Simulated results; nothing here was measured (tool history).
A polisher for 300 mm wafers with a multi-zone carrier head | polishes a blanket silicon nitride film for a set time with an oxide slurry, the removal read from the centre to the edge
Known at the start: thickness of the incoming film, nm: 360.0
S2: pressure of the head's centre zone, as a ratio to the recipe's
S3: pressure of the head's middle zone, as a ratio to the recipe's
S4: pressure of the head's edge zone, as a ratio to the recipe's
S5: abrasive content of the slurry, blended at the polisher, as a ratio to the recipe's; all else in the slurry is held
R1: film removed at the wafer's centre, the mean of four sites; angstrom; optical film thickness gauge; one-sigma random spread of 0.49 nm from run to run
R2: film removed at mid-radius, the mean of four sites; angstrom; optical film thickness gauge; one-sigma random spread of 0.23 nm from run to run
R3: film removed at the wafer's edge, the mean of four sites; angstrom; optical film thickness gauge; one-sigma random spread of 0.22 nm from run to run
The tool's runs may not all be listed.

run 1 hour=0 | flow_of_slurry_(ml/min)=310 S2=1 S3=1 S4=1 S5=1 polishing_time_(s)=48 | R1=291.67 R2=304.5 R3=306.16
run 2 hour=7.9 | flow_of_slurry_(ml/min)=320 S2=1.02 S3=1.03 S4=1.03 S5=1 polishing_time_(s)=48 | R1=299.35 R2=315.39 R3=310.94
run 3 hour=12.1 | flow_of_slurry_(ml/min)=320 S2=1.05 S3=1.03 S4=1.03 S5=1 polishing_time_(s)=48 | R1=319.9 R2=310.89 R3=308.37
run 4 hour=17 | flow_of_slurry_(ml/min)=320 S2=1.05 S3=1.03 S4=1.03 S5=1 polishing_time_(s)=59 | R1=392.11 R2=387.96 R3=378.62
run 5 hour=21.2 | flow_of_slurry_(ml/min)=315 S2=1.04 S3=1.03 S4=1.02 S5=1 polishing_time_(s)=59 | R1=379.17 R2=386.52 R3=380.2
run 6 hour=25 | flow_of_slurry_(ml/min)=310 S2=1.04 S3=1.03 S4=1 S5=1 polishing_time_(s)=59 | R1=377.69 R2=385.85 R3=374.28
run 7 hour=29 | flow_of_slurry_(ml/min)=305 S2=1.04 S3=1.03 S4=0.99 S5=1 polishing_time_(s)=59 | R1=371.27 R2=386.33 R3=372.37
-- hour=30.7 slurry nozzle cleaned
run 8 hour=30.7 | flow_of_slurry_(ml/min)=285 S2=1.04 S3=1.04 S4=0.93 S5=1 polishing_time_(s)=59 | R1=386.2 R2=404.03 R3=373.86

For run 9, what comes out?
run 9 hour=31.9 | flow_of_slurry_(ml/min)=285 S2=1.03 S3=1.03 S4=0.92 S5=0.95 polishing_time_(s)=59 | R1=? R2=? R3=?

{"run 9": {"R1": 380.63, "R2": 387.8, "R3": 360.94}}
